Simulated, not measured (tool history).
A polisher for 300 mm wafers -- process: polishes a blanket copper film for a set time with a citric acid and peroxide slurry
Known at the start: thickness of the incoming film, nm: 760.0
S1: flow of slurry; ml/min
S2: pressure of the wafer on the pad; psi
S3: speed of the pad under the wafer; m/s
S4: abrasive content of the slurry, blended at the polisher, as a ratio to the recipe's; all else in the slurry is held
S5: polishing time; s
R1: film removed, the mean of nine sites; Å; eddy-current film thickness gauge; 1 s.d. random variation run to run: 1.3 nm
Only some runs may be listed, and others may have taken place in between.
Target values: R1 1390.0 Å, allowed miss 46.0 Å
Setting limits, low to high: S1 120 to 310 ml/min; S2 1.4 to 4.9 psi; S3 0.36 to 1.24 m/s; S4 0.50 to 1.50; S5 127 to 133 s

run,hour,S1,S2,S3,S4,S5,R1
1,0.0,200,3.1,0.80,1.00,127,2168.3
2,7.1,195,2.7,0.80,1.00,127,1904.1
3,9.0,195,2.7,0.92,1.00,127,2096.5
4,14.9,190,2.3,0.92,1.00,127,1773.9
5,16.7,185,2.1,0.92,1.00,127,1623.6
6,20.7,220,2.1,0.92,1.00,127,1682.6
7,28.3,180,1.5,0.92,1.00,127,1187.3
8,31.9,200,1.5,0.92,1.00,127,1229.3
9,37.3,215,1.5,0.92,1.00,127,1212.9
10,43.8,215,1.6,0.92,1.00,127,1273.1
11,45.8,230,1.9,0.92,1.00,127,1533.0
12,51.0,215,1.9,0.92,1.00,127,1509.6
13,57.1,205,1.9,0.92,1.00,127,1521.1
14,63.4,195,1.9,0.92,1.00,127,1488.7

Which single option among these 5 for the next run brings every result within its allowed miss of target? Just one does.
A,69.7,185,1.8,1.00,1.00,127,?
B,69.7,190,2.0,0.68,1.10,129,?
C,69.7,185,1.7,0.92,1.00,133,?
D,69.7,205,2.1,0.82,0.95,128,?
E,69.7,225,2.0,0.80,1.15,129,?

move,R1
A,1522.2
B,1321.0
C,1415.1
D,1528.7
E,1542.2
A: further off than the last run
B: takes the result that was furthest off past its target
C: in spec on every target
D: further off than the last run
E: further off than the last run
C meets every target.
